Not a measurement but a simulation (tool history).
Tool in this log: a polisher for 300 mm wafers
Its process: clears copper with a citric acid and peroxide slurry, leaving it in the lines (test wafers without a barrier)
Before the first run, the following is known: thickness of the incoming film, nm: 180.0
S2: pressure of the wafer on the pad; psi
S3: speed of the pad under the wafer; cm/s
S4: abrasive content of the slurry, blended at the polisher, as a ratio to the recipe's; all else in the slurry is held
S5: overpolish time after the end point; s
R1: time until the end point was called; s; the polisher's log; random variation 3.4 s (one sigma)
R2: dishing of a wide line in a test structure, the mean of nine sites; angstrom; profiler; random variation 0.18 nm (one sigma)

run 1 hour=0 | flow_of_slurry_(ml/min)=125 S2=2.3 S3=124 S4=1 S5=12 | R1=92.458 R2=170.41
run 2 hour=3 | flow_of_slurry_(ml/min)=125 S2=2.3 S3=124 S4=1 S5=8 | R1=92.673 R2=124.41
run 3 hour=8.7 | flow_of_slurry_(ml/min)=125 S2=2.3 S3=148 S4=1 S5=8 | R1=75.644 R2=139.92
run 4 hour=14.7 | flow_of_slurry_(ml/min)=125 S2=2 S3=136 S4=1 S5=9 | R1=95.149 R2=129.44
run 5 hour=18.9 | flow_of_slurry_(ml/min)=125 S2=2 S3=136 S4=0.9 S5=9 | R1=95.614 R2=122.97
run 6 hour=25.2 | flow_of_slurry_(ml/min)=125 S2=2 S3=136 S4=0.9 S5=5 | R1=96.111 R2=72.102
run 7 hour=30.2 | flow_of_slurry_(ml/min)=125 S2=2 S3=136 S4=0.9 S5=5 | R1=98.97 R2=73.615
run 8 hour=37.8 | flow_of_slurry_(ml/min)=125 S2=1.8 S3=126 S4=1 S5=6 | R1=108.69 R2=75.537
run 9 hour=45.9 | flow_of_slurry_(ml/min)=120 S2=1.2 S3=90 S4=1.2 S5=12 | R1=218.83 R2=78.225

Estimate the outcome of run 10 from the log above:
run 10 hour=54.2 | flow_of_slurry_(ml/min)=125 S2=1.2 S3=90 S4=1.2 S5=12 | R1=? R2=?

{"run 10": {"R1": 212.83, "R2": 75.12}}
